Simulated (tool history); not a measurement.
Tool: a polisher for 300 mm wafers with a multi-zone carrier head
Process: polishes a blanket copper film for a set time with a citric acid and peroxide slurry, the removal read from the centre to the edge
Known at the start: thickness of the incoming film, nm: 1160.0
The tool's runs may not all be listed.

| run | hour | flow of slurry (ml/min) | pressure of the head's centre zone | pressure of the head's middle zone | pressure of the head's edge zone | abrasive content of the slurry | polishing time (s) | film removed at the wafer's centre (angstrom) | film removed at mid-radius (angstrom) | film removed at the wafer's edge (angstrom) |
|---|---|---|---|---|---|---|---|---|---|---|
| 1 | 0 | 215 | 1 | 1 | 1 | 1 | 67 | 911.24 | 916 | 904.46 |
| 2 | 0.8 | 205 | 1 | 0.96 | 0.97 | 0.95 | 67 | 892.09 | 873.04 | 882.05 |
| 3 | 4.5 | 200 | 1 | 0.93 | 0.95 | 0.9 | 67 | 886.15 | 826.53 | 858.01 |
| 4 | 13.3 | 190 | 0.99 | 0.91 | 0.93 | 0.85 | 67 | 852.15 | 791.92 | 837.63 |
| 5 | 14.6 | 185 | 0.99 | 0.9 | 0.91 | 0.85 | 67 | 857.51 | 772.36 | 826.85 |
| 6 | 22.9 | 180 | 0.99 | 0.9 | 0.9 | 0.85 | 67 | 849.65 | 776.07 | 821.4 |

Forecast run 7:
| 7 | 30.2 | 150 | 0.98 | 0.83 | 0.83 | 0.75 | 67 | ? | ? | ? |

Run 7 gave film removed at the wafer's centre (angstrom) 788.43, film removed at mid-radius (angstrom) 686.21, film removed at the wafer's edge (angstrom) 750.59.

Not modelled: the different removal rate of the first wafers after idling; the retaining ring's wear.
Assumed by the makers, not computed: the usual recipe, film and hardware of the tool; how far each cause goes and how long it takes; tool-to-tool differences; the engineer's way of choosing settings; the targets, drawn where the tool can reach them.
